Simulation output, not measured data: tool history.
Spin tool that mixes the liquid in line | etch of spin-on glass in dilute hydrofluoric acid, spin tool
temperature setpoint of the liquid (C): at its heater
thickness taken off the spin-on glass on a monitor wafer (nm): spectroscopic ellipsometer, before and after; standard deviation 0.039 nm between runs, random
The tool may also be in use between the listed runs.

| run | hour | temperature setpoint of the liquid (C) | parts of water to one part of 49 % hydrofluoric acid (parts by volume) | time under the liquid (s) | thickness taken off the spin-on glass on a monitor wafer (nm) |
|---|---|---|---|---|---|
| 1 | 0 | 22 | 200 | 60 | 12.421 |
| 2 | 5.2 | 20.5 | 225 | 60 | 10.226 |
| 3 | 10.8 | 23 | 225 | 60 | 11.135 |
| 4 | 11.7 | 21.5 | 240 | 60 | 9.7767 |
| 5 | 19.1 | 20.5 | 255 | 60 | 8.7309 |
| 6 | 21.4 | 22 | 255 | 60 | 9.1426 |

The next listed run, before its measurement:
| 7 | 25.6 | 20.5 | 265 | 60 | ? |

Run 7 gave thickness taken off the spin-on glass on a monitor wafer (nm) 8.2416.
